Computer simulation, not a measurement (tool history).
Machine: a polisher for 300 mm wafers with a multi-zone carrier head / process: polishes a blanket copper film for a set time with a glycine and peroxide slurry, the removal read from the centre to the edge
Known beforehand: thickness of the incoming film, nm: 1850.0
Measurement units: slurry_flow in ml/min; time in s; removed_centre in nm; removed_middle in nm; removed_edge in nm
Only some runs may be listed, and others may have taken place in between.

Run 1, hour 0: slurry_flow 260 ml/min, centre_zone 1, middle_zone 1, edge_zone 1, time 37 s. Result: removed_centre 223.93 nm, removed_middle 227.4 nm, removed_edge 229.93 nm.
Run 2, hour 6.9: slurry_flow 265 ml/min, centre_zone 1.02, middle_zone 1, edge_zone 1.02, time 38 s. Result: removed_centre 239.62 nm, removed_middle 235.86 nm, removed_edge 231.04 nm.
Run 3, hour 15.8: slurry_flow 265 ml/min, centre_zone 1.02, middle_zone 1, edge_zone 1.02, time 42 s. Result: removed_centre 266.03 nm, removed_middle 258.4 nm, removed_edge 255.77 nm.
Run 4, hour 18.4: slurry_flow 265 ml/min, centre_zone 1.02, middle_zone 1, edge_zone 1.02, time 50 s. Result: removed_centre 310.36 nm, removed_middle 311.08 nm, removed_edge 301.11 nm.
Run 5, hour 25.2: slurry_flow 265 ml/min, centre_zone 1.02, middle_zone 0.99, edge_zone 1.03, time 50 s. Result: removed_centre 313.47 nm, removed_middle 304.59 nm, removed_edge 313.23 nm.
Run 6, hour 32.8: slurry_flow 300 ml/min, centre_zone 1.02, middle_zone 0.99, edge_zone 1.03, time 50 s. Result: removed_centre 315.19 nm, removed_middle 304.07 nm, removed_edge 301.23 nm.
Run 7, hour 36.4: slurry_flow 295 ml/min, centre_zone 1.02, middle_zone 0.99, edge_zone 1.04, time 50 s. Result: removed_centre 314.38 nm, removed_middle 306.11 nm, removed_edge 300.74 nm.
Run 8, hour 39.5: slurry_flow 290 ml/min, centre_zone 1.02, middle_zone 0.98, edge_zone 1.04, time 50 s. Result: removed_centre 315.88 nm, removed_middle 303.87 nm, removed_edge 308.08 nm.
Run 9, hour 46.1: slurry_flow 280 ml/min, centre_zone 1.04, middle_zone 0.96, edge_zone 1.06, time 50 s. Result: removed_centre 316.13 nm, removed_middle 303.39 nm, removed_edge 303.84 nm.
Run 10, hour 54.9: slurry_flow 280 ml/min, centre_zone 1.04, middle_zone 0.95, edge_zone 1.06, time 50 s. Result: removed_centre 316.02 nm, removed_middle 297.13 nm, removed_edge 305.74 nm.
Run 11, hour 58.1: slurry_flow 275 ml/min, centre_zone 1.04, middle_zone 0.94, edge_zone 1.06, time 50 s. Result: removed_centre 319.07 nm, removed_middle 291.4 nm, removed_edge 309.38 nm.

For run 12, what comes out?
Run 12, hour 62.7: slurry_flow 270 ml/min, centre_zone 1.04, middle_zone 0.94, edge_zone 1.06, time 50 s. Result: removed_centre ?, removed_middle ?, removed_edge ?.

{"run 12": {"removed_centre": 318.87, "removed_middle": 297.3, "removed_edge": 313.05}}
